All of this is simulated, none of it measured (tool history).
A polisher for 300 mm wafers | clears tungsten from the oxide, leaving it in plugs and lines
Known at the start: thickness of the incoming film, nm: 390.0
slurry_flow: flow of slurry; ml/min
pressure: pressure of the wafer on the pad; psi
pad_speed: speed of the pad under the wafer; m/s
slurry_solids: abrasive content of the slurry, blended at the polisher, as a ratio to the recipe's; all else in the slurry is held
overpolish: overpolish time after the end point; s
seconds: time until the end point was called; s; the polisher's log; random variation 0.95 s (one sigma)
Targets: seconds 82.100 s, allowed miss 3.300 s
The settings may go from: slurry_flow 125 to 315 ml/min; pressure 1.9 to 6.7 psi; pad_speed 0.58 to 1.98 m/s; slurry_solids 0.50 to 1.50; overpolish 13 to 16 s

run,hour,slurry_flow,pressure,pad_speed,slurry_solids,overpolish,seconds
1,0.0,205,4.3,1.28,1.00,16,55.071
2,6.0,205,4.3,1.28,0.85,16,54.590
3,12.7,205,3.8,1.28,0.85,16,62.128
4,18.1,205,3.5,1.28,0.85,16,67.359
5,26.1,205,3.5,1.28,0.85,16,67.018
6,27.6,205,3.3,1.28,0.85,16,71.023
7,36.4,205,3.1,1.28,0.85,16,74.665
8,39.6,200,2.7,1.28,0.85,16,85.185
9,44.1,205,2.7,1.28,0.85,16,84.607
# hour 51.2: slurry blender recalibrated
10,51.2,205,2.8,1.28,0.85,16,79.015
11,60.0,200,2.8,1.28,0.85,16,78.004
12,67.5,200,2.8,1.28,0.85,16,80.246

5 next moves are on the table. One of them brings every result within its allowed miss. Which?
A,75.0,210,2.5,1.44,0.95,13,?
B,75.0,145,3.1,1.38,0.50,13,?
C,75.0,215,2.8,1.34,0.80,16,?
D,75.0,210,3.4,1.08,0.80,13,?
E,75.0,205,3.6,0.98,0.75,16,?

move,seconds
A,76.070
B,75.548
C,75.209
D,77.163
E,81.297
A: further off than the last run
B: further off than the last run
C: further off than the last run
D: further off than the last run
E: meets every target
Answer: E
